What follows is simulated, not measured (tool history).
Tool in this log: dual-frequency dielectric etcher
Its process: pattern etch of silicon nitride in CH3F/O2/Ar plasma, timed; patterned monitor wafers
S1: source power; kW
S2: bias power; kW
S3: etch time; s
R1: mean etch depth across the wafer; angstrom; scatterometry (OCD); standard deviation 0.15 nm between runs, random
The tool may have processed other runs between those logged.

run  hour     S1     S2    S3      R1
  1   0.0  0.500  0.087  30.0  228.41
  2   4.1  0.520  0.088  30.0  233.35
  3   4.9  0.520  0.088  30.0  233.34
  4   7.1  0.520  0.088  27.5  212.34
  5  11.0  0.540  0.093  27.5  220.82
  6  13.4  0.560  0.097  27.5  226.86
  7  19.5  0.580  0.100  27.5  233.00
  8  20.6  0.600  0.102  27.5  240.31
  9  29.3  0.610  0.103  27.5  237.59

Run 10, settings as shown, results not yet in. Your forecast:
 10  35.2  0.620  0.105  27.5   ?

{"run 10": {"R1": 243.25}}
